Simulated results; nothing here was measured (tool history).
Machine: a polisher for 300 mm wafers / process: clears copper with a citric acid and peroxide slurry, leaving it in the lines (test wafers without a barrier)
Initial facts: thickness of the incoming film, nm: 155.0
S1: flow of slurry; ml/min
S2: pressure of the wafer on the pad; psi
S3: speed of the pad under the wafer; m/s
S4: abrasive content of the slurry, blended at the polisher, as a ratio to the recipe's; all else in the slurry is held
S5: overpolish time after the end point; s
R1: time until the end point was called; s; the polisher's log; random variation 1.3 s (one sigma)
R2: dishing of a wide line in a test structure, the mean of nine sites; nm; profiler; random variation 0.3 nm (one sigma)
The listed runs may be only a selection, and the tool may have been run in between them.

{"run": 1, "day": 0.0, "S1": 205, "S2": 2.2, "S3": 1.24, "S4": 1.0, "S5": 23, "R1": 78.597, "R2": 21.984}
{"run": 2, "day": 0.117, "S1": 225, "S2": 2.2, "S3": 1.24, "S4": 1.0, "S5": 23, "R1": 76.019, "R2": 21.271}
{"run": 3, "day": 0.258, "S1": 220, "S2": 2.0, "S3": 1.24, "S4": 1.0, "S5": 21, "R1": 83.048, "R2": 19.863}
{"run": 4, "day": 0.308, "S1": 215, "S2": 1.8, "S3": 1.24, "S4": 1.0, "S5": 19, "R1": 92.866, "R2": 16.842}
{"run": 5, "day": 0.388, "S1": 245, "S2": 1.8, "S3": 1.24, "S4": 1.0, "S5": 19, "R1": 91.425, "R2": 17.144}
{"run": 6, "day": 0.425, "S1": 245, "S2": 1.7, "S3": 1.24, "S4": 1.0, "S5": 19, "R1": 96.738, "R2": 16.455}
{"run": 7, "day": 0.567, "S1": 245, "S2": 1.6, "S3": 1.24, "S4": 1.0, "S5": 19, "R1": 102.31, "R2": 15.705}
{"run": 8, "day": 0.775, "S1": 245, "S2": 1.5, "S3": 1.24, "S4": 1.0, "S5": 19, "R1": 111.4, "R2": 16.103}

What does the tool deliver on the next run?
{"run": 9, "day": 1.083, "S1": 245, "S2": 1.5, "S3": 1.24, "S4": 1.0, "S5": 19, "R1": "?", "R2": "?"}

Logged for run 9: R1 109.230 s, R2 15.297 nm.

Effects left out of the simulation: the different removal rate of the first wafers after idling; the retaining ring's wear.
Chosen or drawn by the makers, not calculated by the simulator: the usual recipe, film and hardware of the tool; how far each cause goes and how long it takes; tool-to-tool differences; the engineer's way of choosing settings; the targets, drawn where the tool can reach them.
